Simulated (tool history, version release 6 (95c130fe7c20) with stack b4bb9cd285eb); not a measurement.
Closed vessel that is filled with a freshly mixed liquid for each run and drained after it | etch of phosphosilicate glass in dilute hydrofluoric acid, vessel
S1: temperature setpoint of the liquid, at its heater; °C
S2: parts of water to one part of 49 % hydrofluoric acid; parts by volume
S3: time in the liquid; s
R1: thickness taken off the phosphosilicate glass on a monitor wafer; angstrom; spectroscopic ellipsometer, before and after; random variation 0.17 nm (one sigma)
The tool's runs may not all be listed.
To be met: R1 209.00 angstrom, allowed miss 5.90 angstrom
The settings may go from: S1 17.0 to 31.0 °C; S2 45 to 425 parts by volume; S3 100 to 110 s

run,hour,S1,S2,S3,R1
1,0.0,23.0,235,100,341.61
2,5.8,23.0,235,110,384.32
3,11.5,22.5,245,110,354.66
4,15.6,22.0,250,110,338.01
5,17.7,22.0,210,110,419.55
6,18.5,18.5,210,110,364.64
7,20.0,17.0,305,110,219.04
8,23.1,17.0,310,110,216.02

Which of these 5 next moves meets every target?
A,26.2,17.0,330,110,?
B,26.2,17.0,320,105,?
C,26.2,17.0,310,100,?
D,26.2,17.0,315,110,?
E,26.2,17.0,315,100,?

move,R1
A,198.38
B,196.89
C,195.16
D,210.40
E,191.27
A: takes the result that was furthest off past its target
B: takes the result that was furthest off past its target
C: takes the result that was furthest off past its target
D: meets every target
E: takes the result that was furthest off past its target
Answer: D

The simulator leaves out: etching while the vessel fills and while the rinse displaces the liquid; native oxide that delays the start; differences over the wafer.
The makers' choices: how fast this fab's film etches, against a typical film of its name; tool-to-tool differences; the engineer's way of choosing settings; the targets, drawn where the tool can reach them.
